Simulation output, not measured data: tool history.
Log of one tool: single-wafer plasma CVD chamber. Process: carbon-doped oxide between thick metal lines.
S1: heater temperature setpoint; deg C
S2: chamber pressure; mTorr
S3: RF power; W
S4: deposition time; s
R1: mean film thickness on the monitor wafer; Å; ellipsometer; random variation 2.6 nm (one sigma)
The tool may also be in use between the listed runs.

run  hour   S1    S2   S3   S4      R1
  1   0.0  350  4610  425  188  8076.7
  2   0.6  352  4410  420  188  7920.4
  3   5.7  341  4410  420  188  8103.4
  4  14.2  341  4410  390  188  7608.7
  5  22.7  342  4320  390  188  7527.8
  6  27.2  336  4320  390  188  7691.5

The next listed run, before its measurement:
  7  33.0  337  4220  390  188   ?

Run 7 gave R1 7697.3 Å.
